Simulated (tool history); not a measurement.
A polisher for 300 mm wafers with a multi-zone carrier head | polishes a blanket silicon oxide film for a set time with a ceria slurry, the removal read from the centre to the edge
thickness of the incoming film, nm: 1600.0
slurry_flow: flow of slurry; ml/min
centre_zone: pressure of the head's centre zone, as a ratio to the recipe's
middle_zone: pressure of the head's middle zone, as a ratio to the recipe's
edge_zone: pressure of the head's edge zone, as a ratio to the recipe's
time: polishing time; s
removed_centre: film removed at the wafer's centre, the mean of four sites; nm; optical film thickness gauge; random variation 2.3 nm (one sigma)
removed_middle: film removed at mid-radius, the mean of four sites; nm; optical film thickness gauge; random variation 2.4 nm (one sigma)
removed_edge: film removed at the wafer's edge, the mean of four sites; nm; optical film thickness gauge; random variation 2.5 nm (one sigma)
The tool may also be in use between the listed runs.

run,hour,slurry_flow,centre_zone,middle_zone,edge_zone,time,removed_centre,removed_middle,removed_edge
1,0.0,210,1.00,1.00,1.00,75,229.56,229.13,232.08
2,8.3,210,1.04,1.00,1.00,75,230.51,226.01,233.49
3,11.4,210,1.04,1.03,1.00,75,236.83,224.89,229.61
4,12.4,210,1.04,0.96,1.00,75,232.17,218.03,224.44
5,19.5,210,0.98,0.96,1.00,75,221.22,220.07,231.56
6,22.7,210,0.96,0.98,0.96,70,203.80,207.85,212.14
7,26.8,210,0.94,1.00,0.93,67,190.43,201.30,199.57
8,27.7,205,0.93,1.00,0.90,66,188.87,198.13,194.16
9,32.5,205,0.92,1.01,0.88,64,179.19,195.55,187.09

Run 10 comes next. What will it give?
10,41.3,200,0.92,1.01,0.87,63,?,?,?

Run 10 gave removed_centre 175.53 nm, removed_middle 184.25 nm, removed_edge 175.00 nm.

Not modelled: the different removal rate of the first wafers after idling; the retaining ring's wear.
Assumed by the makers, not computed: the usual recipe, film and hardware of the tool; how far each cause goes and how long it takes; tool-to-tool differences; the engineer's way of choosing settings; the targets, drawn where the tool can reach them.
